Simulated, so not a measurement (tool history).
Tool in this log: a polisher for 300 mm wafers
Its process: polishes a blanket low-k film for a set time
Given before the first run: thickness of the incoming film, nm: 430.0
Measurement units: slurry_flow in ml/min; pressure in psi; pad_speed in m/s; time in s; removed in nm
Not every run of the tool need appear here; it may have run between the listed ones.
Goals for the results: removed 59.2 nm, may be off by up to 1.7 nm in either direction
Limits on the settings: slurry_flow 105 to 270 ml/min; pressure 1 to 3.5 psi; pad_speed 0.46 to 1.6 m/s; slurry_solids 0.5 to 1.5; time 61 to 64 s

run 1 hour=0 | slurry_flow=175 pressure=2.2 pad_speed=1.02 slurry_solids=1 time=61 | removed=33.228
run 2 hour=4.1 | slurry_flow=175 pressure=2.2 pad_speed=1.02 slurry_solids=1 time=61 | removed=33.53
run 3 hour=12.4 | slurry_flow=175 pressure=2.2 pad_speed=0.84 slurry_solids=1 time=61 | removed=28.267
run 4 hour=17.7 | slurry_flow=175 pressure=2.7 pad_speed=0.84 slurry_solids=1 time=61 | removed=33.965
run 5 hour=19.7 | slurry_flow=150 pressure=2.7 pad_speed=0.84 slurry_solids=1 time=61 | removed=33.222
run 6 hour=28.6 | slurry_flow=165 pressure=3 pad_speed=0.92 slurry_solids=1 time=61 | removed=39.961
run 7 hour=30.7 | slurry_flow=175 pressure=3.2 pad_speed=1 slurry_solids=1 time=61 | removed=45.681
run 8 hour=37.9 | slurry_flow=180 pressure=3.3 pad_speed=1.06 slurry_solids=1 time=61 | removed=48.997
run 9 hour=42.2 | slurry_flow=180 pressure=3.3 pad_speed=1.06 slurry_solids=1 time=61 | removed=49.891
run 10 hour=51.2 | slurry_flow=185 pressure=3.4 pad_speed=1.1 slurry_solids=1 time=61 | removed=52.202

Which single option among these 5 for the next run brings every result within its allowed miss of target? Just one does.
run A hour=60.2 | slurry_flow=155 pressure=2.7 pad_speed=1.12 slurry_solids=1.15 time=61 | removed=?
run B hour=60.2 | slurry_flow=165 pressure=3 pad_speed=1.18 slurry_solids=1.15 time=63 | removed=?
run C hour=60.2 | slurry_flow=195 pressure=3.5 pad_speed=1.14 slurry_solids=1 time=64 | removed=?
run D hour=60.2 | slurry_flow=205 pressure=3.5 pad_speed=1.3 slurry_solids=0.75 time=64 | removed=?
run E hour=60.2 | slurry_flow=190 pressure=3.5 pad_speed=1.08 slurry_solids=1 time=64 | removed=?

move=A removed=44.761
move=B removed=53.554
move=C removed=57.979
move=D removed=53.692
move=E removed=55.314
A: the biggest miss grows against the last run
B: nearer than the last run, and not there yet
C: in spec on every target
D: nearer than the last run, and not there yet
E: nearer than the last run, and not there yet
C meets every target.
